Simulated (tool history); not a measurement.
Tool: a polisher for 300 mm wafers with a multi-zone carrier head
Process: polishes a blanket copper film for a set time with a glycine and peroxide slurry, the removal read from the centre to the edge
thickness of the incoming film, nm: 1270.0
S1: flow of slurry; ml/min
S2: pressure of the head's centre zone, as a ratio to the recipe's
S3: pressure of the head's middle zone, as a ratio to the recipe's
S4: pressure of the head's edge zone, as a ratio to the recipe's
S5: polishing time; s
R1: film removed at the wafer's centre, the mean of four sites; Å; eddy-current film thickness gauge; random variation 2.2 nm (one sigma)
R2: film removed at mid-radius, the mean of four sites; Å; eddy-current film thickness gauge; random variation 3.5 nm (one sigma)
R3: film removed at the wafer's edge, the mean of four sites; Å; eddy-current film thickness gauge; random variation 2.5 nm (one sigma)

run 1 hour=0.0 | S1=270 S2=1.00 S3=1.00 S4=1.00 S5=87 | R1=4714.8 R2=4790.3 R3=4760.8
run 2 hour=4.7 | S1=335 S2=1.00 S3=1.00 S4=1.00 S5=87 | R1=4948.3 R2=4948.0 R3=4809.4
run 3 hour=5.5 | S1=320 S2=0.98 S3=0.95 S4=0.98 S5=80 | R1=4427.7 R2=4272.8 R3=4418.2
run 4 hour=7.9 | S1=345 S2=0.98 S3=0.95 S4=0.98 S5=80 | R1=4431.9 R2=4414.5 R3=4403.8
run 5 hour=16.9 | S1=330 S2=0.96 S3=0.91 S4=0.95 S5=75 | R1=4029.2 R2=4025.9 R3=4092.3
run 6 hour=25.7 | S1=310 S2=0.96 S3=0.88 S4=0.94 S5=72 | R1=3882.7 R2=3619.3 R3=3895.2
run 7 hour=34.4 | S1=290 S2=0.94 S3=0.86 S4=0.91 S5=71 | R1=3702.9 R2=3561.8 R3=3757.7
run 8 hour=42.2 | S1=270 S2=0.93 S3=0.85 S4=0.91 S5=70 | R1=3582.1 R2=3490.5 R3=3687.6
run 9 hour=51.2 | S1=260 S2=0.93 S3=0.84 S4=0.91 S5=69 | R1=3462.4 R2=3355.0 R3=3582.9
run 10 hour=59.2 | S1=245 S2=0.93 S3=0.83 S4=0.91 S5=69 | R1=3523.6 R2=3349.9 R3=3553.0

Forecast run 11:
run 11 hour=61.9 | S1=245 S2=0.93 S3=0.82 S4=0.93 S5=68 | R1=? R2=? R3=?

Run 11 gave R1 3453.0 Å, R2 3240.3 Å, R3 3554.6 Å.
